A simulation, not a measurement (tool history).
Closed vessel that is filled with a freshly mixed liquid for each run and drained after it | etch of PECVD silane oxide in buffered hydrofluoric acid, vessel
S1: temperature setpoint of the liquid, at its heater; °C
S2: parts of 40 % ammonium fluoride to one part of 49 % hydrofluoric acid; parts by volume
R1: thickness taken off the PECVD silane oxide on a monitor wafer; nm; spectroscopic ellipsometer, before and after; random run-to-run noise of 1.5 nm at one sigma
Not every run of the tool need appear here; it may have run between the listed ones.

{"run": 1, "hour": 0.0, "S1": 22, "S2": 13, "time in the liquid (s)": 90, "R1": 184.3}
{"run": 2, "hour": 3.3, "S1": 22, "S2": 14, "time in the liquid (s)": 90, "R1": 169.53}
{"run": 3, "hour": 4.6, "S1": 22, "S2": 17, "time in the liquid (s)": 90, "R1": 140.39}
{"run": 4, "hour": 13.4, "S1": 23, "S2": 17, "time in the liquid (s)": 90, "R1": 148.85}
{"run": 5, "hour": 18.9, "S1": 23, "S2": 19.5, "time in the liquid (s)": 90, "R1": 129.53}
{"run": 6, "hour": 22.3, "S1": 25.5, "S2": 18.5, "time in the liquid (s)": 90, "R1": 156.59}
{"run": 7, "hour": 24.8, "S1": 25.5, "S2": 18.5, "time in the liquid (s)": 90, "R1": 155.76}

Estimate the outcome of run 8 from the log above:
{"run": 8, "hour": 29.0, "S1": 27, "S2": 17.5, "time in the liquid (s)": 90, "R1": "?"}

For run 8 the tool returned R1 179.31 nm.

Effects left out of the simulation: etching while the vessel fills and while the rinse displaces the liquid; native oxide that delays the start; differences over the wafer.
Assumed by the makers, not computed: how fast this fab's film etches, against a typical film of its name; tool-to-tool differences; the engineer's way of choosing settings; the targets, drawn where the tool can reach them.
